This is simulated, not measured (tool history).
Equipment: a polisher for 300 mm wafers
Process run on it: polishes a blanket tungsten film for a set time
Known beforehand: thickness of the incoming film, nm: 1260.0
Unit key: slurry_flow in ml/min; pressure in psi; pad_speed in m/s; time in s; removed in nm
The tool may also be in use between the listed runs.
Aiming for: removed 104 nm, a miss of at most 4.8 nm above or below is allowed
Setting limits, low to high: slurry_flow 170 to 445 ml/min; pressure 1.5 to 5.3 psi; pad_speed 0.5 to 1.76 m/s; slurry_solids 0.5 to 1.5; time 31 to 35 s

run	hour	slurry_flow	pressure	pad_speed	slurry_solids	time	removed
1	0	285	3.4	1.12	1	35	147.87
2	5.5	285	3.4	1.12	1.2	35	155.52
3	11.5	255	3.4	1.12	1.2	35	157.43
4	19.7	210	3.4	1.12	1.2	35	150.44
5	22.1	210	3.4	1.12	1.1	35	149.37
6	30.1	210	4.1	1.12	1.1	35	178.84
7	36.2	210	3.7	1.1	1.1	35	155.76
8	41.5	210	3.4	1.1	1.1	35	142.98
9	42.2	210	3.2	1.1	1.1	35	134.87
# hour 46: worn pad replaced by a new one
10	46	210	3	1.1	1.1	35	140.66
11	49.4	210	2.7	1.06	1.1	35	126.59
12	56.6	210	2.5	1.04	1.1	35	113.91

Which of these 5 next moves meets every target?
A	63.8	235	2	1.34	1.35	35	?
B	63.8	280	2.3	1.12	1.15	35	?
C	63.8	180	2.5	1.04	1.1	33	?
D	63.8	185	2.6	1.04	1.3	35	?
E	63.8	195	2.7	1.2	1.15	35	?

move	removed
A	122.51
B	116.32
C	103.34
D	118
E	138.51
A: moves away from the targets compared with the last run
B: moves away from the targets compared with the last run
C: all results in spec
D: moves away from the targets compared with the last run
E: moves away from the targets compared with the last run
So the answer is move C, the one that meets all the targets.
